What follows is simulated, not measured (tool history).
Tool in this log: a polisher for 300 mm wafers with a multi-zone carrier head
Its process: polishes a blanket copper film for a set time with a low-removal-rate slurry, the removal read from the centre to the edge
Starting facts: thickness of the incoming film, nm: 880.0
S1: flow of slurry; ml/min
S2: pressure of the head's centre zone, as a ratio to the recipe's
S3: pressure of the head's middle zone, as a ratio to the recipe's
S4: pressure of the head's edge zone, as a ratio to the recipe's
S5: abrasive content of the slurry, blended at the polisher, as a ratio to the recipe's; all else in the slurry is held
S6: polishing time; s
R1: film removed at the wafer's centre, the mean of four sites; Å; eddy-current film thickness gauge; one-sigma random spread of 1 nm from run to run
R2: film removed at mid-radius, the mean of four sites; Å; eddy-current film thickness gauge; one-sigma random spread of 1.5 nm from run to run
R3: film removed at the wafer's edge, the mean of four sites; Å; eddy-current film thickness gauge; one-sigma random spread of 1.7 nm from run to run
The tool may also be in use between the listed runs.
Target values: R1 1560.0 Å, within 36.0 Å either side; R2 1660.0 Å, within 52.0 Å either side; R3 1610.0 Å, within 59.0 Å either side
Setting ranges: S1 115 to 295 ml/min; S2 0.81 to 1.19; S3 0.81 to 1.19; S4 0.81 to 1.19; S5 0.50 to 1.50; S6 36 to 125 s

run 1 hour=0.0 | S1=190 S2=1.00 S3=1.00 S4=1.00 S5=1.00 S6=80 | R1=2491.4 R2=2460.1 R3=2531.0
run 2 hour=1.8 | S1=190 S2=1.00 S3=1.00 S4=0.93 S5=1.00 S6=80 | R1=2498.3 R2=2409.5 R3=2420.0
run 3 hour=3.7 | S1=190 S2=1.00 S3=1.00 S4=0.93 S5=1.00 S6=69 | R1=2130.5 R2=2145.0 R3=2096.8
run 4 hour=5.7 | S1=190 S2=1.00 S3=1.00 S4=1.01 S5=1.00 S6=69 | R1=2152.7 R2=2089.5 R3=2241.8
run 5 hour=11.8 | S1=160 S2=1.00 S3=1.00 S4=1.01 S5=1.00 S6=69 | R1=2099.3 R2=2099.0 R3=2201.3
run 6 hour=16.8 | S1=160 S2=0.98 S3=0.99 S4=0.98 S5=0.90 S6=68 | R1=1960.2 R2=2014.4 R3=2067.8
run 7 hour=23.3 | S1=160 S2=0.97 S3=0.97 S4=0.95 S5=0.80 S6=67 | R1=1882.4 R2=1886.9 R3=1961.1
run 8 hour=27.6 | S1=160 S2=0.96 S3=0.97 S4=0.92 S5=0.75 S6=67 | R1=1828.4 R2=1871.4 R3=1833.2
run 9 hour=32.1 | S1=125 S2=0.86 S3=0.87 S4=0.84 S5=0.65 S6=67 | R1=1561.6 R2=1614.0 R3=1704.7
run 10 hour=40.7 | S1=125 S2=0.86 S3=0.88 S4=0.83 S5=0.60 S6=67 | R1=1534.4 R2=1572.0 R3=1687.6
run 11 hour=41.9 | S1=130 S2=0.87 S3=0.91 S4=0.83 S5=0.60 S6=66 | R1=1527.4 R2=1591.8 R3=1666.5
run 12 hour=49.7 | S1=160 S2=0.92 S3=0.99 S4=0.81 S5=0.50 S6=64 | R1=1523.9 R2=1617.5 R3=1522.3

Which one of the following 5 next-run settings gets every result inside its allowed miss? There is exactly one.
run A hour=57.5 | S1=145 S2=0.91 S3=0.95 S4=0.83 S5=0.55 S6=61 | R1=? R2=? R3=?
run B hour=57.5 | S1=210 S2=0.94 S3=0.96 S4=0.81 S5=0.50 S6=60 | R1=? R2=? R3=?
run C hour=57.5 | S1=120 S2=0.93 S3=1.00 S4=0.85 S5=0.55 S6=65 | R1=? R2=? R3=?
run D hour=57.5 | S1=115 S2=0.90 S3=1.04 S4=0.90 S5=0.60 S6=62 | R1=? R2=? R3=?
run E hour=57.5 | S1=115 S2=0.95 S3=1.11 S4=0.88 S5=0.50 S6=61 | R1=? R2=? R3=?

move=A R1=1454.4 R2=1496.4 R3=1513.6
move=B R1=1501.8 R2=1499.8 R3=1476.5
move=C R1=1553.2 R2=1624.1 R3=1608.5
move=D R1=1456.5 R2=1619.5 R3=1601.5
move=E R1=1450.9 R2=1600.6 R3=1493.5
A: moves away from the targets compared with the last run
B: moves away from the targets compared with the last run
C: each result inside its tolerance
D: the furthest-off result lands on target, but another misses its tolerance
E: moves away from the targets compared with the last run
C meets every target.

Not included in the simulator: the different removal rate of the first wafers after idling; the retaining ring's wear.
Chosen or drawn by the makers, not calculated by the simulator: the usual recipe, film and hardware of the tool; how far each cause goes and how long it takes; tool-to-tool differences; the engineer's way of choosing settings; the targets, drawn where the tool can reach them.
